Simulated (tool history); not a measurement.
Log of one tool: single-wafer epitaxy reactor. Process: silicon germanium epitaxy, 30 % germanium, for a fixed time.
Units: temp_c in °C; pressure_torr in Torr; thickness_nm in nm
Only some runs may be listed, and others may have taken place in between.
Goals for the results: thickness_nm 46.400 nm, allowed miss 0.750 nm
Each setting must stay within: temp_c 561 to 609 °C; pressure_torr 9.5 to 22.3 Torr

Run 1, hour 0.0: temp_c 585 °C, pressure_torr 15.9 Torr. Result: thickness_nm 37.086 nm.
Run 2, hour 8.2: temp_c 589 °C, pressure_torr 15.9 Torr. Result: thickness_nm 40.370 nm.
Run 3, hour 12.5: temp_c 581 °C, pressure_torr 15.9 Torr. Result: thickness_nm 33.793 nm.
Run 4, hour 16.3: temp_c 572 °C, pressure_torr 15.9 Torr. Result: thickness_nm 27.601 nm.
Run 5, hour 18.3: temp_c 582 °C, pressure_torr 15.9 Torr. Result: thickness_nm 34.556 nm.
At hour 23.2: capacitance manometer re-zeroed and calibrated.
Run 6, hour 23.2: temp_c 586 °C, pressure_torr 15.9 Torr. Result: thickness_nm 39.152 nm.
Run 7, hour 28.0: temp_c 588 °C, pressure_torr 15.9 Torr. Result: thickness_nm 40.712 nm.
Run 8, hour 30.1: temp_c 596 °C, pressure_torr 16.0 Torr. Result: thickness_nm 48.634 nm.

Which one of the following 4 next-run settings gets every result inside its allowed miss? There is exactly one.
Run A, hour 32.2: temp_c 599 °C, pressure_torr 16.4 Torr. Result: thickness_nm ?.
Run B, hour 32.2: temp_c 598 °C, pressure_torr 15.7 Torr. Result: thickness_nm ?.
Run C, hour 32.2: temp_c 593 °C, pressure_torr 16.6 Torr. Result: thickness_nm ?.
Run D, hour 32.2: temp_c 597 °C, pressure_torr 16.2 Torr. Result: thickness_nm ?.

move  thickness_nm
   A        52.387
   B        50.299
   C        46.456
   D        49.970
A: misses by more than the last run did
B: misses by more than the last run did
C: all results land within tolerance of their targets
D: misses by more than the last run did
Move C is the one to make.
